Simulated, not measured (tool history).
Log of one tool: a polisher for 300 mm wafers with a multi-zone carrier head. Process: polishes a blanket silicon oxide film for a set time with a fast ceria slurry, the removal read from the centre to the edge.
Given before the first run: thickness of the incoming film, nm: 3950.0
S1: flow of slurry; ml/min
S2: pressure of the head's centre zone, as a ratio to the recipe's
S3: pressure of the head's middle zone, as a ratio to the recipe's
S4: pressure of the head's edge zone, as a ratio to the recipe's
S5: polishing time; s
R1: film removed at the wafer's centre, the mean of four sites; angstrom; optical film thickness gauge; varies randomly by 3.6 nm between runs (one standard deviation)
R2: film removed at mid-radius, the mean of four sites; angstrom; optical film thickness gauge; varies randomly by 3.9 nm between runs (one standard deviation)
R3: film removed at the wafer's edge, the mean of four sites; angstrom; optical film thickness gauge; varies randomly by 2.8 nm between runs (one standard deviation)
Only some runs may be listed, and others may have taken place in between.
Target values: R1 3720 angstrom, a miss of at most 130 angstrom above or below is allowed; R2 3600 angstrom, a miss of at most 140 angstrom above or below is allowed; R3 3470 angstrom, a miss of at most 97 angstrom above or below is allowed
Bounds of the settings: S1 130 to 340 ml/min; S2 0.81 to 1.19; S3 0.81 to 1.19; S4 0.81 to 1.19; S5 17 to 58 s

Run 1, hour 0: S1 220 ml/min, S2 1, S3 1, S4 1, S5 37 s. Result: R1 6099.7 angstrom, R2 6277.8 angstrom, R3 6156.5 angstrom.
Run 2, hour 1.7: S1 220 ml/min, S2 1, S3 0.99, S4 0.99, S5 35 s. Result: R1 5832.7 angstrom, R2 5909.6 angstrom, R3 5694.8 angstrom.
Run 3, hour 3.1: S1 220 ml/min, S2 0.93, S3 0.99, S4 0.99, S5 35 s. Result: R1 5465 angstrom, R2 5886.3 angstrom, R3 5760.8 angstrom.
Run 4, hour 7.4: S1 220 ml/min, S2 0.93, S3 0.99, S4 0.99, S5 40 s. Result: R1 6206.1 angstrom, R2 6828.9 angstrom, R3 6473.8 angstrom.
Run 5, hour 14.8: S1 220 ml/min, S2 0.93, S3 0.93, S4 0.99, S5 40 s. Result: R1 6306.2 angstrom, R2 6321.2 angstrom, R3 6531.5 angstrom.
Run 6, hour 17.1: S1 220 ml/min, S2 0.99, S3 0.93, S4 0.99, S5 40 s. Result: R1 6598.8 angstrom, R2 6331 angstrom, R3 6615.8 angstrom.
Run 7, hour 24.8: S1 220 ml/min, S2 0.98, S3 0.93, S4 0.97, S5 38 s. Result: R1 6290.4 angstrom, R2 6086.7 angstrom, R3 6282.1 angstrom.
Run 8, hour 31.4: S1 215 ml/min, S2 0.98, S3 0.93, S4 0.96, S5 36 s. Result: R1 5832.1 angstrom, R2 5809.7 angstrom, R3 5798.5 angstrom.
Run 9, hour 34.2: S1 215 ml/min, S2 0.98, S3 0.92, S4 0.95, S5 34 s. Result: R1 5619.8 angstrom, R2 5417 angstrom, R3 5443.4 angstrom.
Run 10, hour 42.5: S1 210 ml/min, S2 0.97, S3 0.91, S4 0.94, S5 33 s. Result: R1 5358.1 angstrom, R2 5137.3 angstrom, R3 5331.3 angstrom.
Run 11, hour 49.6: S1 210 ml/min, S2 0.97, S3 0.91, S4 0.93, S5 31 s. Result: R1 4994.8 angstrom, R2 4846.3 angstrom, R3 4922.7 angstrom.
Run 12, hour 58.3: S1 210 ml/min, S2 0.97, S3 0.91, S4 0.92, S5 30 s. Result: R1 4901.6 angstrom, R2 4700.5 angstrom, R3 4703.6 angstrom.
Run 13, hour 62.8: S1 210 ml/min, S2 0.96, S3 0.91, S4 0.91, S5 29 s. Result: R1 4635.6 angstrom, R2 4558.8 angstrom, R3 4536.9 angstrom.
Run 14, hour 67.6: S1 210 ml/min, S2 0.96, S3 0.91, S4 0.9, S5 28 s. Result: R1 4460.4 angstrom, R2 4362.3 angstrom, R3 4350.3 angstrom.
Run 15, hour 69.6: S1 210 ml/min, S2 0.96, S3 0.91, S4 0.89, S5 27 s. Result: R1 4280.8 angstrom, R2 4301.4 angstrom, R3 4205.9 angstrom.
Run 16, hour 71.9: S1 210 ml/min, S2 0.96, S3 0.91, S4 0.88, S5 26 s. Result: R1 4190.7 angstrom, R2 4134.1 angstrom, R3 4034.1 angstrom.
Run 17, hour 74.4: S1 185 ml/min, S2 0.94, S3 0.89, S4 0.81, S5 22 s. Result: R1 3355.9 angstrom, R2 3350.9 angstrom, R3 3223.5 angstrom.
Run 18, hour 82.9: S1 190 ml/min, S2 0.94, S3 0.89, S4 0.81, S5 22 s. Result: R1 3377.5 angstrom, R2 3431 angstrom, R3 3255.7 angstrom.
Run 19, hour 89.9: S1 195 ml/min, S2 0.94, S3 0.89, S4 0.81, S5 22 s. Result: R1 3412.9 angstrom, R2 3359.1 angstrom, R3 3235 angstrom.

Which one of the following 4 next-run settings gets every result inside its allowed miss? There is exactly one.
Run A, hour 96.9: S1 140 ml/min, S2 0.97, S3 0.89, S4 0.81, S5 24 s. Result: R1 ?, R2 ?, R3 ?.
Run B, hour 96.9: S1 265 ml/min, S2 1.02, S3 0.83, S4 0.81, S5 22 s. Result: R1 ?, R2 ?, R3 ?.
Run C, hour 96.9: S1 180 ml/min, S2 0.91, S3 0.82, S4 0.84, S5 23 s. Result: R1 ?, R2 ?, R3 ?.
Run D, hour 96.9: S1 205 ml/min, S2 0.95, S3 0.84, S4 0.81, S5 22 s. Result: R1 ?, R2 ?, R3 ?.

move      R1      R2      R3
   A  3645.1  3550.3  3442.7
   B  3711.8  3291.3  3303.9
   C  3427.3  3293.9  3418.2
   D  3431.5  3244.4    3247
A: in spec on every target
B: an improvement on the last run, though not all results are within tolerance
C: puts the biggest miss on target and leaves a different result outside tolerance
D: neither nearer nor further off than the last run
The move that meets every target is A.
